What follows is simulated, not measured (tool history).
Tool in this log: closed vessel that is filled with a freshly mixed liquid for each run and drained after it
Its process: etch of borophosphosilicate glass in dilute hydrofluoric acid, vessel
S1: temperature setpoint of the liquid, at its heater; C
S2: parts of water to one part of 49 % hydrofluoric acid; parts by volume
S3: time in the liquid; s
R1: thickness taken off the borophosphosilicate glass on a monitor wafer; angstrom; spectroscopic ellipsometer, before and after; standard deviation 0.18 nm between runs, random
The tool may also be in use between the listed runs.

run,hour,S1,S2,S3,R1
1,0.0,22.0,130,130,433.20
2,5.1,22.0,130,130,432.42
3,7.6,23.5,130,130,457.25
4,13.8,23.5,160,130,359.96
5,16.9,25.0,155,130,394.06
6,19.7,26.0,150,130,425.47
7,25.4,27.0,145,130,460.98

What will run 8 give?
8,32.6,27.5,140,130,?

{"run 8": {"R1": 489.74}}
